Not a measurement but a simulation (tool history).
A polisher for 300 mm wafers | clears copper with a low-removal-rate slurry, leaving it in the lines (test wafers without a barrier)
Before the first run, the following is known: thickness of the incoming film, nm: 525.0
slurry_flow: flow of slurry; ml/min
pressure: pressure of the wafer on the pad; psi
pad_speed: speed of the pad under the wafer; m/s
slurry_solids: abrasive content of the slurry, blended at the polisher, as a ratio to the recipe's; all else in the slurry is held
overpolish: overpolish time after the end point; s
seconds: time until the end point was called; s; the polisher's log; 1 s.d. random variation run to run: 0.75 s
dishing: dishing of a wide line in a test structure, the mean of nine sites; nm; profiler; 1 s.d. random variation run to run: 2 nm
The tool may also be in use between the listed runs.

run,hour,slurry_flow,pressure,pad_speed,slurry_solids,overpolish,seconds,dishing
1,0.0,225,3.7,1.24,1.0,30,125.580,84.129
2,8.2,225,3.9,1.24,1.0,32,119.080,92.367
3,14.0,225,3.2,1.24,1.0,32,146.600,78.414
4,15.0,225,2.5,1.24,1.0,32,183.270,64.166
5,19.5,225,2.9,1.24,1.0,34,158.850,77.184
6,22.0,225,3.2,1.24,1.0,35,145.740,84.632
7,25.6,225,3.5,1.24,1.0,36,130.700,92.799
8,34.0,225,3.7,1.24,1.0,38,124.850,97.218
9,36.8,225,3.9,1.24,1.0,40,121.070,109.500
10,43.9,250,4.9,1.26,1.0,41,94.686,134.140
11,47.0,250,4.9,1.26,1.0,41,94.570,133.990
12,55.3,250,5.0,1.26,1.0,42,93.112,136.280
13,58.9,250,5.1,1.26,1.0,43,89.945,141.290
14,62.1,250,5.1,1.26,1.0,44,89.060,144.280
15,66.6,250,5.1,1.26,1.0,44,91.660,145.040
16,71.2,250,5.2,1.26,1.0,44,88.539,142.890
17,76.1,255,5.2,1.26,1.0,45,89.904,145.250

Expected results for the next run?
18,83.7,250,5.2,1.26,1.0,46,?,?

{"run 18": {"seconds": 88.085, "dishing": 144.37}}

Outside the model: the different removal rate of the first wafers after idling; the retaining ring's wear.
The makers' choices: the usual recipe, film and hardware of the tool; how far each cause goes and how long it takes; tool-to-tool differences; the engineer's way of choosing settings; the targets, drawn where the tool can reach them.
